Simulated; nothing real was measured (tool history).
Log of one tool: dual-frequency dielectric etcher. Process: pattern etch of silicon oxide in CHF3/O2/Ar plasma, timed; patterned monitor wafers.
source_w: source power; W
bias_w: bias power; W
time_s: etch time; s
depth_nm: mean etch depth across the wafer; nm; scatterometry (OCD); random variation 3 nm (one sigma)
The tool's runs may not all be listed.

run 1 day=0.000 | source_w=660 bias_w=145 time_s=248.0 | depth_nm=433.43
run 2 day=0.350 | source_w=660 bias_w=128 time_s=248.0 | depth_nm=416.26
run 3 day=0.546 | source_w=560 bias_w=128 time_s=248.0 | depth_nm=388.02
run 4 day=0.821 | source_w=560 bias_w=118 time_s=248.0 | depth_nm=379.23
run 5 day=1.033 | source_w=590 bias_w=121 time_s=248.0 | depth_nm=382.19
run 6 day=1.083 | source_w=500 bias_w=121 time_s=248.0 | depth_nm=360.37
run 7 day=1.429 | source_w=540 bias_w=123 time_s=248.0 | depth_nm=374.91
run 8 day=1.667 | source_w=580 bias_w=125 time_s=248.0 | depth_nm=386.11
run 9 day=1.821 | source_w=610 bias_w=127 time_s=248.0 | depth_nm=401.67

Forecast run 10:
run 10 day=1.917 | source_w=640 bias_w=128 time_s=248.0 | depth_nm=?

{"run 10": {"depth_nm": 410.96}}
